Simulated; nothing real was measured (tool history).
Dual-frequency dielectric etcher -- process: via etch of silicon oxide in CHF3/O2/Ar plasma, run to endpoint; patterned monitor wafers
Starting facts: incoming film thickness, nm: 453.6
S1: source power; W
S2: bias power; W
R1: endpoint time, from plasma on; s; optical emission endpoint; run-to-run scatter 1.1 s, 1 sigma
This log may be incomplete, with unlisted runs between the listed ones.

| run | hour | S1 | S2 | R1 |
|---|---|---|---|---|
| 1 | 0.0 | 640 | 119 | 249.78 |
| 2 | 1.7 | 670 | 121 | 241.98 |
| 3 | 10.0 | 690 | 122 | 240.76 |
| 4 | 15.2 | 710 | 124 | 235.93 |
| 5 | 18.4 | 710 | 105 | 247.00 |
| 6 | 22.6 | 740 | 107 | 241.64 |

Run 7 is up next; what results do you expect?
| 7 | 31.6 | 760 | 109 | ? |

Logged for run 7: R1 236.38 s.
